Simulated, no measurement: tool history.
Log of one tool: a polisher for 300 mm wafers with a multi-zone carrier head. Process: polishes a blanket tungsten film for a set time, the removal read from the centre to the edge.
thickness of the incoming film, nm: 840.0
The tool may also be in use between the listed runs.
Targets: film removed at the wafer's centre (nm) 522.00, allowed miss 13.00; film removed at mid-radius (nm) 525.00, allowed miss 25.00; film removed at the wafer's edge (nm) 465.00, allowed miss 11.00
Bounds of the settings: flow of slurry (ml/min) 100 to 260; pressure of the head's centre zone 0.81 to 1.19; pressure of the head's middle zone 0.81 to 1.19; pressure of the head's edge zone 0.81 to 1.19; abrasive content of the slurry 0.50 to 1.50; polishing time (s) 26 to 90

run,hour,flow of slurry (ml/min),pressure of the head's centre zone,pressure of the head's middle zone,pressure of the head's edge zone,abrasive content of the slurry,polishing time (s),film removed at the wafer's centre (nm),film removed at mid-radius (nm),film removed at the wafer's edge (nm)
1,0.0,165,1.00,1.00,1.00,1.00,58,354.51,355.43,351.26
2,4.0,165,1.00,1.00,1.00,1.15,58,361.53,364.27,361.39
3,8.0,165,1.00,1.00,1.00,1.15,64,397.03,402.99,394.94
4,12.1,165,0.96,1.00,1.00,1.15,64,388.15,399.51,394.82
5,19.0,165,0.96,0.96,1.00,1.15,64,388.18,385.44,397.73
6,23.1,165,0.96,0.96,1.00,1.00,64,378.05,374.31,386.25
7,26.3,175,0.99,0.98,1.02,1.05,64,400.83,388.99,396.97
8,35.0,185,1.01,1.01,1.03,1.10,64,409.16,407.97,401.85
9,38.5,190,1.03,1.03,1.04,1.15,64,418.75,417.48,411.15
10,46.9,195,1.05,1.05,1.04,1.20,64,434.76,430.41,415.67
11,50.9,195,1.05,1.05,1.04,1.20,64,430.21,427.63,414.83

5 next moves are on the table. One of them brings every result within its allowed miss. Which?
A,54.9,230,1.07,0.93,1.18,1.00,51,?,?,?
B,54.9,195,1.05,1.06,0.97,1.15,78,?,?,?
C,54.9,145,0.85,1.19,1.19,1.20,69,?,?,?
D,54.9,195,1.09,1.09,0.94,1.40,73,?,?,?
E,54.9,210,1.13,1.19,0.84,1.15,79,?,?,?

move,film removed at the wafer's centre (nm),film removed at mid-radius (nm),film removed at the wafer's edge (nm)
A,339.84,312.92,345.80
B,515.26,536.59,483.95
C,382.18,500.23,458.83
D,514.42,535.89,464.94
E,553.49,606.40,461.79
A: further off than the last run
B: brings the result that was furthest off to its target, and leaves another outside
C: further off than the last run
D: meets every target
E: takes the result that was furthest off past its target
Move D is the one to make.
